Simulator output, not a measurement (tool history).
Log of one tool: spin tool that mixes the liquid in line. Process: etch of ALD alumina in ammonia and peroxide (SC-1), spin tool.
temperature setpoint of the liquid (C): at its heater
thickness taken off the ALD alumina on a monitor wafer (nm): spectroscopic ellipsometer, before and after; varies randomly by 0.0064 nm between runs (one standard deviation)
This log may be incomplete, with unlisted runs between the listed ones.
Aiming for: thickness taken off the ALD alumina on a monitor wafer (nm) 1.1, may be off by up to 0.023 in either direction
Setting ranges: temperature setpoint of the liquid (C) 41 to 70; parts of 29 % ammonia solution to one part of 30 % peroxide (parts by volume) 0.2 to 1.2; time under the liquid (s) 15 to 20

run  hour  temperature setpoint of the liquid (C)  parts of 29 % ammonia solution to one part of 30 % peroxide (parts by volume)  time under the liquid (s)  thickness taken off the ALD alumina on a monitor wafer (nm)
  1     0                                      57                                                                           0.75                         20                                                       1.7194
  2   7.1                                      56                                                                           0.75                         20                                                       1.6411
  3  12.3                                      63                                                                           0.75                         20                                                       2.3348
  4  17.3                                      58                                                                           0.75                         20                                                       1.7996
  5  22.2                                      57                                                                           0.75                         20                                                       1.7065
  6  22.9                                      56                                                                           0.75                         20                                                        1.624
  7    26                                      55                                                                           0.75                         20                                                       1.5475
  8    28                                      54                                                                           0.75                         20                                                        1.471
  9  31.1                                    53.5                                                                           0.75                         20                                                        1.417
 10  38.5                                    53.5                                                                           0.75                         20                                                       1.4263
 11  42.8                                      53                                                                           0.75                         20                                                       1.3939
 12  46.1                                    52.5                                                                           0.75                         20                                                       1.3387
 13  54.3                                      52                                                                           0.75                         20                                                       1.3061
 14  63.2                                    51.5                                                                           0.75                         20                                                       1.2834
 15  70.7                                      51                                                                           0.75                         20                                                        1.237

Exercise: of the 5 proposed moves below, exactly one satisfies all targets within the stated allowed misses. Which move is it?
  A  78.2                                    53.5                                                                            1.1                         15                                                            ?
  B  78.2                                      49                                                                           1.05                         20                                                            ?
  C  78.2                                      54                                                                           1.15                         15                                                            ?
  D  78.2                                    47.5                                                                           0.85                         20                                                            ?
  E  78.2                                    49.5                                                                           0.65                         20                                                            ?

move  thickness taken off the ALD alumina on a monitor wafer (nm)
   A                                                       1.1215
   B                                                       1.1651
   C                                                       1.1568
   D                                                       1.0505
   E                                                       1.1444
A: every result within its allowed miss
B: gains on the last run, yet a result remains outside its allowed miss
C: gains on the last run, yet a result remains outside its allowed miss
D: moves the result that the last run missed by most past its target, out the other side
E: gains on the last run, yet a result remains outside its allowed miss
A is the move that brings every result within its allowed miss.
